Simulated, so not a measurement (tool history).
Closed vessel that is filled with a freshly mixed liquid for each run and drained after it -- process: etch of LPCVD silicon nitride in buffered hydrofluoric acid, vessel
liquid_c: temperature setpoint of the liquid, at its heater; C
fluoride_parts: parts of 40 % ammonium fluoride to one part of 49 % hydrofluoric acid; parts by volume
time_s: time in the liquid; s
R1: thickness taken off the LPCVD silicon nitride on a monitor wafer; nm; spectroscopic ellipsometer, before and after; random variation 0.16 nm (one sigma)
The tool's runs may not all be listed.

{"run": 1, "hour": 0.0, "liquid_c": 20, "fluoride_parts": 7.5, "time_s": 1885, "R1": 32.725}
{"run": 2, "hour": 1.9, "liquid_c": 20, "fluoride_parts": 9.5, "time_s": 1885, "R1": 25.885}
{"run": 3, "hour": 5.5, "liquid_c": 17.5, "fluoride_parts": 9.5, "time_s": 1885, "R1": 22.564}
{"run": 4, "hour": 13.4, "liquid_c": 19, "fluoride_parts": 9.5, "time_s": 1885, "R1": 24.771}
{"run": 5, "hour": 20.3, "liquid_c": 20, "fluoride_parts": 9.5, "time_s": 1885, "R1": 26.044}
{"run": 6, "hour": 25.3, "liquid_c": 21, "fluoride_parts": 9.5, "time_s": 1885, "R1": 27.471}
{"run": 7, "hour": 32.7, "liquid_c": 21.5, "fluoride_parts": 9.5, "time_s": 1885, "R1": 28.471}

Run 8 is up next; what results do you expect?
{"run": 8, "hour": 37.8, "liquid_c": 22, "fluoride_parts": 9.5, "time_s": 1885, "R1": "?"}

Run 8 yielded R1 29.037 nm.
